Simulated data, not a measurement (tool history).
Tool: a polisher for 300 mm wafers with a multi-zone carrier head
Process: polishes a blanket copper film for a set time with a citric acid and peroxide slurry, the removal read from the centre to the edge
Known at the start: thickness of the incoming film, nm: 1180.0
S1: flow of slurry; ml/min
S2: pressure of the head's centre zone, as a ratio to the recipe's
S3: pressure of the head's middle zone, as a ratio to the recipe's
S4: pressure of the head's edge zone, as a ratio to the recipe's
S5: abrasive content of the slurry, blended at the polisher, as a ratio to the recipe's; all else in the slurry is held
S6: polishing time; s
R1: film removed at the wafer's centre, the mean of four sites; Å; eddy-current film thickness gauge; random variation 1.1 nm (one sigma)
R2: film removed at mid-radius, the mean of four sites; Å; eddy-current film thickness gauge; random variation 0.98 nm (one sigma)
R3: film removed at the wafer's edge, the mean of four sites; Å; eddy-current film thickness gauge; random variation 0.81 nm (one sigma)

{"run": 1, "hour": 0.0, "S1": 140, "S2": 1, "S3": 1, "S4": 1, "S5": 1, "S6": 45, "R1": 1526.6, "R2": 1493.6, "R3": 1527.7}
{"run": 2, "hour": 5.7, "S1": 140, "S2": 1, "S3": 1.01, "S4": 0.98, "S5": 0.95, "S6": 42, "R1": 1402.6, "R2": 1406.5, "R3": 1387.3}
{"run": 3, "hour": 6.6, "S1": 140, "S2": 1, "S3": 1.01, "S4": 0.97, "S5": 0.9, "S6": 40, "R1": 1349.8, "R2": 1312.2, "R3": 1283.9}
{"run": 4, "hour": 13.4, "S1": 140, "S2": 0.99, "S3": 1.01, "S4": 0.96, "S5": 0.85, "S6": 38, "R1": 1224.4, "R2": 1238.5, "R3": 1192.3}
{"run": 5, "hour": 19.1, "S1": 140, "S2": 0.9, "S3": 1.01, "S4": 0.96, "S5": 0.85, "S6": 38, "R1": 1136.6, "R2": 1260.3, "R3": 1198.5}
{"run": 6, "hour": 22.8, "S1": 140, "S2": 0.9, "S3": 1.01, "S4": 0.96, "S5": 0.95, "S6": 38, "R1": 1142.8, "R2": 1283.2, "R3": 1235.3}
{"run": 7, "hour": 23.6, "S1": 140, "S2": 0.9, "S3": 1.01, "S4": 0.95, "S5": 0.9, "S6": 37, "R1": 1109.7, "R2": 1250.2, "R3": 1181.1}
{"run": 8, "hour": 29.7, "S1": 140, "S2": 0.9, "S3": 1.01, "S4": 0.94, "S5": 0.85, "S6": 36, "R1": 1073.1, "R2": 1197, "R3": 1132.7}

The next listed run, before its measurement:
{"run": 9, "hour": 35.2, "S1": 140, "S2": 0.91, "S3": 1.01, "S4": 0.93, "S5": 0.8, "S6": 35, "R1": "?", "R2": "?", "R3": "?"}

Run 9 gave R1 992.32 Å, R2 1146.5 Å, R3 1073.9 Å.

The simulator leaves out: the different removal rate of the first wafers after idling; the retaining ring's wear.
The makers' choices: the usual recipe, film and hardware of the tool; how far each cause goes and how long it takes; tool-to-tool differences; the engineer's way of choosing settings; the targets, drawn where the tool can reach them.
